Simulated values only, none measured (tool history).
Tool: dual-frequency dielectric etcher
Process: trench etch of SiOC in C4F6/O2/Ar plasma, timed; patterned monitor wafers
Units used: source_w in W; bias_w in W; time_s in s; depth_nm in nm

run	day	source_w	bias_w	time_s	depth_nm
1	0.000	440	210	23	57.701
2	0.158	440	210	23	56.956
3	0.404	440	210	23	57.694
4	0.704	460	214	23	59.053
5	1.075	460	214	23	58.073
6	1.179	470	222	23	60.113

What does the tool deliver on the next run?
7	1.204	480	225	23	?

{"run 7": {"depth_nm": 61.043}}

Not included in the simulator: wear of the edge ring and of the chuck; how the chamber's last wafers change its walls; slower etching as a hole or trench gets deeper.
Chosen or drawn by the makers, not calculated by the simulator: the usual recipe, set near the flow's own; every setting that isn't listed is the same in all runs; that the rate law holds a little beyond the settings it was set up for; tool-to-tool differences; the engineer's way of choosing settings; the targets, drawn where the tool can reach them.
